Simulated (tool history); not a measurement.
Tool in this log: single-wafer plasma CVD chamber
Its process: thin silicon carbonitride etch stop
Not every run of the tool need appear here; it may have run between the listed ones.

run  hour  RF power (W)  deposition time (s)  mean film thickness on the monitor wafer (Å)
  1     0           270                 10.6                                        65.844
  2   7.7           270                  9.8                                        61.116
  3  10.8           280                 10.1                                        63.981
  4  15.7           280                  8.9                                        56.313
  5  16.5           290                  9.3                                        59.504
  6  19.2           265                  9.3                                        57.283

Predict the results of run 7:
  7  27.6           310                   11                                             ?

{"run 7": {"mean film thickness on the monitor wafer (Å)": 72.368}}
